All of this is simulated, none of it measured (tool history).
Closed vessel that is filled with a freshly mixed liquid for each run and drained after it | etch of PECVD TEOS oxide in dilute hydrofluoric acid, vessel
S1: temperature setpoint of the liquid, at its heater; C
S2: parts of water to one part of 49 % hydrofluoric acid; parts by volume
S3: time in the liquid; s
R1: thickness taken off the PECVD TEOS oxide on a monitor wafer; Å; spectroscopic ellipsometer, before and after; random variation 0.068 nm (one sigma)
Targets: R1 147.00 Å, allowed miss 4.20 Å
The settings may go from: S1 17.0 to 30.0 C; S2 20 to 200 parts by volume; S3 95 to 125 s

{"run": 1, "hour": 0.0, "S1": 22.0, "S2": 110, "S3": 125, "R1": 152.86}
{"run": 2, "hour": 2.4, "S1": 22.0, "S2": 110, "S3": 95, "R1": 115.77}
{"run": 3, "hour": 10.7, "S1": 22.0, "S2": 110, "S3": 95, "R1": 114.81}
{"run": 4, "hour": 14.0, "S1": 22.0, "S2": 70, "S3": 95, "R1": 190.92}
{"run": 5, "hour": 18.0, "S1": 22.0, "S2": 70, "S3": 95, "R1": 191.64}
{"run": 6, "hour": 25.4, "S1": 22.0, "S2": 35, "S3": 95, "R1": 400.49}
{"run": 7, "hour": 31.0, "S1": 21.5, "S2": 40, "S3": 95, "R1": 340.53}
{"hour": 32.5, "done": "hydrofluoric acid flow meter replaced"}
{"run": 8, "hour": 32.5, "S1": 21.0, "S2": 45, "S3": 95, "R1": 326.26}
{"run": 9, "hour": 37.6, "S1": 17.0, "S2": 90, "S3": 95, "R1": 129.62}
{"run": 10, "hour": 42.1, "S1": 19.0, "S2": 90, "S3": 95, "R1": 140.8}

5 next moves are on the table. One of them brings every result within its allowed miss. Which?
{"run": "A", "hour": 46.6, "S1": 20.5, "S2": 100, "S3": 105, "R1": "?"}
{"run": "B", "hour": 46.6, "S1": 18.0, "S2": 95, "S3": 100, "R1": "?"}
{"run": "C", "hour": 46.6, "S1": 17.0, "S2": 110, "S3": 125, "R1": "?"}
{"run": "D", "hour": 46.6, "S1": 18.5, "S2": 80, "S3": 95, "R1": "?"}
{"run": "E", "hour": 46.6, "S1": 19.0, "S2": 105, "S3": 110, "R1": "?"}

move=A R1=147.39
move=B R1=133.96
move=C R1=136.51
move=D R1=156.88
move=E R1=137.50
A: meets every target
B: further off than the last run
C: further off than the last run
D: takes the result that was furthest off past its target
E: further off than the last run
Answer: A

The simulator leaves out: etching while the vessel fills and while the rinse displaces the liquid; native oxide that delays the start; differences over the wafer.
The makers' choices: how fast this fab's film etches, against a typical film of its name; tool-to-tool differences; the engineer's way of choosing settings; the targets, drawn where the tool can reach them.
